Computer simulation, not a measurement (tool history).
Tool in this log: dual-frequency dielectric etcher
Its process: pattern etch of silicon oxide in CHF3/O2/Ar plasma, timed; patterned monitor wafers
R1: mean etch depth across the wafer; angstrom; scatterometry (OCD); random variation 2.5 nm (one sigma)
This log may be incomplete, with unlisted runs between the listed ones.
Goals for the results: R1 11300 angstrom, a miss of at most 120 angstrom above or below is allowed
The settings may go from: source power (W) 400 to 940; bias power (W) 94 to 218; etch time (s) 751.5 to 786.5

{"run": 1, "hour": 0.0, "source power (W)": 670, "bias power (W)": 156, "etch time (s)": 751.5, "R1": 15216}
{"run": 2, "hour": 2.3, "source power (W)": 630, "bias power (W)": 148, "etch time (s)": 751.5, "R1": 14473}
{"run": 3, "hour": 8.0, "source power (W)": 670, "bias power (W)": 148, "etch time (s)": 751.5, "R1": 14799}
{"run": 4, "hour": 14.2, "source power (W)": 630, "bias power (W)": 142, "etch time (s)": 751.5, "R1": 14155}
{"run": 5, "hour": 17.3, "source power (W)": 630, "bias power (W)": 142, "etch time (s)": 751.5, "R1": 14123}
{"run": 6, "hour": 25.3, "source power (W)": 600, "bias power (W)": 139, "etch time (s)": 751.5, "R1": 13726}
{"run": 7, "hour": 33.3, "source power (W)": 460, "bias power (W)": 108, "etch time (s)": 751.5, "R1": 10763}
{"run": 8, "hour": 42.2, "source power (W)": 470, "bias power (W)": 108, "etch time (s)": 751.5, "R1": 10888}
{"run": 9, "hour": 45.5, "source power (W)": 480, "bias power (W)": 108, "etch time (s)": 751.5, "R1": 10934}
{"run": 10, "hour": 51.5, "source power (W)": 490, "bias power (W)": 108, "etch time (s)": 751.5, "R1": 11047}

5 next moves are on the table. One of them brings every result within its allowed miss. Which?
{"run": "A", "hour": 57.5, "source power (W)": 470, "bias power (W)": 107, "etch time (s)": 760.0, "R1": "?"}
{"run": "B", "hour": 57.5, "source power (W)": 430, "bias power (W)": 107, "etch time (s)": 786.5, "R1": "?"}
{"run": "C", "hour": 57.5, "source power (W)": 400, "bias power (W)": 116, "etch time (s)": 752.5, "R1": "?"}
{"run": "D", "hour": 57.5, "source power (W)": 540, "bias power (W)": 101, "etch time (s)": 759.5, "R1": "?"}
{"run": "E", "hour": 57.5, "source power (W)": 500, "bias power (W)": 102, "etch time (s)": 757.5, "R1": "?"}

move=A R1=10869
move=B R1=10780
move=C R1=10373
move=D R1=11266
move=E R1=10891
A: further off than the last run
B: further off than the last run
C: further off than the last run
D: each result inside its tolerance
E: further off than the last run
The move that meets every target is D.
